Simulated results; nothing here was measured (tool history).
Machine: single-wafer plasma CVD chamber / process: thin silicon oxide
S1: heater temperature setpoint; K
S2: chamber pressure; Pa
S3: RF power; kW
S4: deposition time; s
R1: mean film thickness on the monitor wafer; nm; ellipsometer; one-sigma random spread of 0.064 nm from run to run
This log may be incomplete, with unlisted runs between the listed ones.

| run | hour | S1 | S2 | S3 | S4 | R1 |
|---|---|---|---|---|---|---|
| 1 | 0.0 | 658.15 | 80.3 | 0.305 | 11.45 | 15.439 |
| 2 | 4.7 | 664.15 | 80.3 | 0.305 | 11.45 | 15.395 |
| 3 | 10.4 | 664.15 | 80.3 | 0.320 | 11.45 | 15.629 |
| 4 | 11.7 | 664.15 | 73.5 | 0.315 | 11.45 | 14.436 |
| 5 | 14.9 | 664.15 | 67.6 | 0.310 | 11.45 | 13.127 |
| 6 | 20.7 | 664.15 | 55.1 | 0.310 | 11.45 | 10.586 |

Forecast run 7:
| 7 | 25.5 | 664.15 | 56.9 | 0.310 | 11.45 | ? |

{"run 7": {"R1": 11.032}}

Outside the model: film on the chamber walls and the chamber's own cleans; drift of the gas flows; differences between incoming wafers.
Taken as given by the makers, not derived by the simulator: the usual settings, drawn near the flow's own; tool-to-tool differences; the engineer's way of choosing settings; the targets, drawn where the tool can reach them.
